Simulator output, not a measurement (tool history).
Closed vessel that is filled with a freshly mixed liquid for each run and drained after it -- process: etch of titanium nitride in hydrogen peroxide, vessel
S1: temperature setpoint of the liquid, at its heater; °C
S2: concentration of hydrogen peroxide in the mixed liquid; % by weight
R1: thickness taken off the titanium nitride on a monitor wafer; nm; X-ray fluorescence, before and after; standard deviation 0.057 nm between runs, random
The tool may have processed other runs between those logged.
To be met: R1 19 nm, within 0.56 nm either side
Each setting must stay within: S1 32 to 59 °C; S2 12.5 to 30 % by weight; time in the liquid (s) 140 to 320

{"run": 1, "day": 0.0, "S1": 43, "S2": 23.5, "time in the liquid (s)": 320, "R1": 8.8127}
{"run": 2, "day": 0.292, "S1": 46.5, "S2": 23.5, "time in the liquid (s)": 320, "R1": 11.462}
{"run": 3, "day": 0.592, "S1": 46.5, "S2": 25.5, "time in the liquid (s)": 320, "R1": 11.733}
{"run": 4, "day": 0.671, "S1": 46.5, "S2": 25.5, "time in the liquid (s)": 140, "R1": 5.1225}
{"run": 5, "day": 0.917, "S1": 49, "S2": 24.5, "time in the liquid (s)": 140, "R1": 6.0774}
{"run": 6, "day": 1.217, "S1": 49, "S2": 21.5, "time in the liquid (s)": 140, "R1": 5.9444}
{"run": 7, "day": 1.454, "S1": 51, "S2": 23, "time in the liquid (s)": 175, "R1": 8.7376}
{"run": 8, "day": 1.525, "S1": 52.5, "S2": 24.5, "time in the liquid (s)": 200, "R1": 11.165}
{"run": 9, "day": 1.896, "S1": 53.5, "S2": 25, "time in the liquid (s)": 200, "R1": 12.031}
{"run": 10, "day": 2.062, "S1": 54.5, "S2": 25.5, "time in the liquid (s)": 200, "R1": 13.02}
{"run": 11, "day": 2.379, "S1": 55.5, "S2": 26, "time in the liquid (s)": 200, "R1": 13.977}

4 next moves are on the table. One of them brings every result within its allowed miss. Which?
{"run": "A", "day": 2.696, "S1": 54.5, "S2": 27, "time in the liquid (s)": 305, "R1": "?"}
{"run": "B", "day": 2.696, "S1": 56, "S2": 18.5, "time in the liquid (s)": 285, "R1": "?"}
{"run": "C", "day": 2.696, "S1": 55.5, "S2": 29.5, "time in the liquid (s)": 285, "R1": "?"}
{"run": "D", "day": 2.696, "S1": 53.5, "S2": 24, "time in the liquid (s)": 295, "R1": "?"}

move=A R1=20.153
move=B R1=19.273
move=C R1=20.597
move=D R1=17.705
A: takes the result that was furthest off past its target
B: meets every target
C: takes the result that was furthest off past its target
D: an improvement on the last run, though not all results are within tolerance
Answer: B
